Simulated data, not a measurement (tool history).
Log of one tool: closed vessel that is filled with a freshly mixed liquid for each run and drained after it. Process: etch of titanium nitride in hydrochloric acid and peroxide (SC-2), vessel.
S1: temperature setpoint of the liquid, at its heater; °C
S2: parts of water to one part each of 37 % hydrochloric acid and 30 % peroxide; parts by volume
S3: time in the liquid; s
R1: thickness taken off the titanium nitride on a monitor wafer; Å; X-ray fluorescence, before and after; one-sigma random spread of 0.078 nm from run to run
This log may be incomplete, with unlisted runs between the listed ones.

{"run": 1, "hour": 0.0, "S1": 53.0, "S2": 11.5, "S3": 145, "R1": 70.254}
{"run": 2, "hour": 6.6, "S1": 55.5, "S2": 11.5, "S3": 145, "R1": 83.26}
{"run": 3, "hour": 15.9, "S1": 57.0, "S2": 11.5, "S3": 145, "R1": 91.091}
{"run": 4, "hour": 21.1, "S1": 57.0, "S2": 14.5, "S3": 145, "R1": 73.638}
{"run": 5, "hour": 27.9, "S1": 59.0, "S2": 14.5, "S3": 145, "R1": 84.99}
{"run": 6, "hour": 31.2, "S1": 60.5, "S2": 14.5, "S3": 145, "R1": 92.962}
{"run": 7, "hour": 34.9, "S1": 61.5, "S2": 14.5, "S3": 145, "R1": 98.824}
{"run": 8, "hour": 39.7, "S1": 61.5, "S2": 14.5, "S3": 145, "R1": 98.407}

Run 9 comes next. What will it give?
{"run": 9, "hour": 46.9, "S1": 62.5, "S2": 14.5, "S3": 145, "R1": "?"}

R1: 104.450 Å
